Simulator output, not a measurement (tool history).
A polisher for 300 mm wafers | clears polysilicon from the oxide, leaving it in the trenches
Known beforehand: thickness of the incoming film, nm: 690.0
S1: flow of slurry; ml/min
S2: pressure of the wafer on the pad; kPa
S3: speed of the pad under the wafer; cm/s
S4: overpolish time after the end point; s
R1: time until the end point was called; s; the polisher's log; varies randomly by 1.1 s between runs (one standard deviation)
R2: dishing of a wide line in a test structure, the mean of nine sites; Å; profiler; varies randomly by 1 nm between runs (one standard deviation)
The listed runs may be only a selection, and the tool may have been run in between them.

| run | day | S1 | S2 | S3 | S4 | R1 | R2 |
|---|---|---|---|---|---|---|---|
| 1 | 0 | 290 | 16.5 | 82 | 16 | 66.421 | 471.31 |
| 2 | 0.021 | 255 | 16.5 | 82 | 16 | 65.486 | 460.53 |
| 3 | 0.321 | 255 | 16.5 | 82 | 19 | 65.846 | 445.03 |
| 4 | 0.612 | 270 | 13.8 | 82 | 17 | 76.419 | 446.38 |
| 5 | 0.717 | 305 | 11.7 | 80 | 15 | 88.044 | 428.84 |
| 6 | 0.833 | 305 | 11.7 | 80 | 11 | 88.962 | 391.44 |
| 7 | 1.162 | 315 | 10.3 | 80 | 15 | 97.441 | 407.6 |
| 8 | 1.375 | 320 | 9.7 | 80 | 19 | 103.59 | 448.69 |
| 9 | 1.579 | 320 | 9.7 | 80 | 20 | 103.56 | 438.45 |
| 10 | 1.888 | 320 | 9.7 | 80 | 20 | 102.69 | 449.14 |

Run 11 comes next. What will it give?
| 11 | 1.946 | 320 | 9.7 | 80 | 21 | ? | ? |

{"run 11": {"R1": 104.87, "R2": 442.96}}
